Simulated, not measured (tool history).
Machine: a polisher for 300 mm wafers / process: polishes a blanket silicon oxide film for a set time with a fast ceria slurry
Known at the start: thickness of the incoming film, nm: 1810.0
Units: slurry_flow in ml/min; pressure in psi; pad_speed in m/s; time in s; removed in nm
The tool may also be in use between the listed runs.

run  hour  slurry_flow  pressure  pad_speed  time  removed
  1     0          195       2.4       1.22    27   401.52
  2     3          195       2.4       1.22    25   370.76
  3     9          195       2.3        1.2    25   341.94
  4  15.1          195         2        1.2    25   307.74
  5  15.9          160         2        1.2    25   298.68
  6  16.7          160       1.9        1.2    25   279.28
  7  24.6          160       1.8        1.2    25   273.32
  8  27.1          160       1.2       1.12    25   172.89

For run 9, what comes out?
  9  35.2          160       1.3       1.12    25        ?

Run 9 measured removed 189.04 nm.
